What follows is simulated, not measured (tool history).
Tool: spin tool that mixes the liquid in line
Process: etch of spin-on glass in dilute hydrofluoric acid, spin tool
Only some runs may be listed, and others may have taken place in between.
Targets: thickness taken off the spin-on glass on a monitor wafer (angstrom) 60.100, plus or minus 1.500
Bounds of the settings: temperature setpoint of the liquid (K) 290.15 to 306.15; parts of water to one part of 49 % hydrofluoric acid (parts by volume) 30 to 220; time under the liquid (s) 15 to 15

run	hour	temperature setpoint of the liquid (K)	parts of water to one part of 49 % hydrofluoric acid (parts by volume)	time under the liquid (s)	thickness taken off the spin-on glass on a monitor wafer (angstrom)
1	0.0	298.15	125	15	46.210
2	2.7	300.15	125	15	49.276
3	9.1	302.15	125	15	54.144
4	18.0	302.15	90	15	78.203
5	25.7	302.15	90	15	77.957
6	27.7	300.15	90	15	73.088
7	30.3	298.65	90	15	67.593
8	36.6	297.65	90	15	65.616
9	41.9	297.15	90	15	63.875
10	43.1	296.65	90	15	63.209
11	50.4	296.15	90	15	62.147

Next run, 5 choices. One meets every target within its allowed miss, the rest don't. Which?
A	57.7	291.65	75	15	?
B	57.7	292.15	75	15	?
C	57.7	295.15	90	15	?
D	57.7	296.65	100	15	?
E	57.7	295.15	85	15	?

move	thickness taken off the spin-on glass on a monitor wafer (angstrom)
A	63.053
B	64.397
C	59.706
D	56.395
E	63.597
A: its largest miss is bigger than the last run's
B: its largest miss is bigger than the last run's
C: meets every target
D: takes the result that was furthest off past its target
E: its largest miss is bigger than the last run's
C meets every target.
